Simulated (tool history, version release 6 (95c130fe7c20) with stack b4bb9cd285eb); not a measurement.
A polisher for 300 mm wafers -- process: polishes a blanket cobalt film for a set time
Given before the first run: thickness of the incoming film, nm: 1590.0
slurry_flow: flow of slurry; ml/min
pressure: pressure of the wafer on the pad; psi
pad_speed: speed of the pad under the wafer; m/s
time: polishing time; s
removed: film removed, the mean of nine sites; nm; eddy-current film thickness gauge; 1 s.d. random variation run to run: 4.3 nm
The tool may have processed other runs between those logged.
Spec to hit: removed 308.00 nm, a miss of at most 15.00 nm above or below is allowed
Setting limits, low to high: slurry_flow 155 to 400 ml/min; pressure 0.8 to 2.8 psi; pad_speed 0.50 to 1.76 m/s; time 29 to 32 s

| run | hour | slurry_flow | pressure | pad_speed | time | removed |
|---|---|---|---|---|---|---|
| 1 | 0.0 | 255 | 1.8 | 1.12 | 32 | 139.64 |
| 2 | 4.9 | 255 | 1.8 | 1.12 | 32 | 149.04 |
| 3 | 12.2 | 255 | 2.0 | 1.16 | 32 | 162.83 |
| 4 | 15.9 | 255 | 2.1 | 1.22 | 32 | 183.55 |
| 5 | 23.3 | 255 | 2.1 | 1.22 | 32 | 181.01 |
| 6 | 24.0 | 195 | 2.1 | 1.22 | 32 | 172.12 |
| 7 | 30.7 | 205 | 2.2 | 1.26 | 32 | 191.99 |
| 8 | 34.6 | 210 | 2.3 | 1.30 | 32 | 209.77 |
| 9 | 43.7 | 210 | 2.3 | 1.30 | 32 | 205.92 |
| 10 | 52.6 | 215 | 2.4 | 1.34 | 32 | 222.13 |
|  | 55.8 | head pressure recalibrated |
| 11 | 55.8 | 215 | 2.5 | 1.38 | 32 | 259.75 |

Pick the move, out of 4, that brings all results within their allowed miss; only one does.
| A | 59.0 | 270 | 2.8 | 1.48 | 30 | ? |
| B | 59.0 | 180 | 2.8 | 1.62 | 32 | ? |
| C | 59.0 | 255 | 2.8 | 1.52 | 32 | ? |
| D | 59.0 | 225 | 2.7 | 1.60 | 32 | ? |

| move | removed |
|---|---|
| A | 302.55 |
| B | 333.15 |
| C | 329.11 |
| D | 328.73 |
A: each result inside its tolerance
B: the result that was furthest off in the last run now lies on the other side of its target
C: the result that was furthest off in the last run now lies on the other side of its target
D: the result that was furthest off in the last run now lies on the other side of its target
Go with A: it meets all targets.

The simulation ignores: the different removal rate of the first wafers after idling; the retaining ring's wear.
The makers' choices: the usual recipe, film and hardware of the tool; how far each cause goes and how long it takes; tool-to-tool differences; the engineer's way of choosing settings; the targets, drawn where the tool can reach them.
